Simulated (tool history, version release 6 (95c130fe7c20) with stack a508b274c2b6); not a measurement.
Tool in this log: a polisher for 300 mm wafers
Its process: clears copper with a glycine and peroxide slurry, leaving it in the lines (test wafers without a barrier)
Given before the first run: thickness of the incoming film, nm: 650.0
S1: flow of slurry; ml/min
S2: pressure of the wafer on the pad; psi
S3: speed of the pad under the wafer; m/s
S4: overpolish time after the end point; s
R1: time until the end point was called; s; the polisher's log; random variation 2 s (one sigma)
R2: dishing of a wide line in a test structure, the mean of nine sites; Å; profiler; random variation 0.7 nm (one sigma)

| run | hour | S1 | S2 | S3 | S4 | R1 | R2 |
|---|---|---|---|---|---|---|---|
| 1 | 0.0 | 135 | 3.0 | 0.92 | 25 | 119.19 | 752.82 |
| 2 | 7.0 | 120 | 3.0 | 0.92 | 25 | 121.14 | 724.28 |
| 3 | 13.5 | 120 | 2.8 | 0.92 | 24 | 125.53 | 708.15 |
| 4 | 21.9 | 120 | 2.8 | 0.70 | 24 | 155.48 | 600.25 |
| 5 | 26.9 | 100 | 2.8 | 0.70 | 24 | 158.27 | 596.34 |
| 6 | 31.7 | 100 | 2.8 | 0.70 | 23 | 162.14 | 584.39 |

Run 7 comes next. What will it give?
| 7 | 37.1 | 105 | 2.9 | 0.72 | 16 | ? | ? |

R1: 153.18 s
R2: 452.70 Å

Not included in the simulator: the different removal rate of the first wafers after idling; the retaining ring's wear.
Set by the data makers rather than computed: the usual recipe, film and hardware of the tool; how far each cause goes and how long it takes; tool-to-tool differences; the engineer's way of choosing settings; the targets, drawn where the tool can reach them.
